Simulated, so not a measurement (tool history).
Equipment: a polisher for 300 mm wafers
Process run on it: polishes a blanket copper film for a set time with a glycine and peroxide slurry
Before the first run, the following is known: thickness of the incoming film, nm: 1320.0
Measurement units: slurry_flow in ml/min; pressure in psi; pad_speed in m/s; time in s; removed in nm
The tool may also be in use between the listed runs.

run    day  slurry_flow  pressure  pad_speed  time  removed
  1      0          215       3.4       1.18    41   254.63
  2  0.204          210       3.1       1.18    41   233.83
  3   0.55          210       3.4       1.18    41   254.66
  4   0.75          210       3.4       1.18    41   254.75
  5  0.783          210       3.1       1.18    41   236.02
  6  1.117          210       3.7       1.18    41   273.07
  7  1.188          205       3.3       1.18    41   247.25
  8  1.342          205         3       1.18    41   230.39
  9  1.362          205       2.8       1.18    41   215.42

What does the tool deliver on the next run?
 10  1.662          200       2.7       1.18    41        ?

removed: 210.03 nm
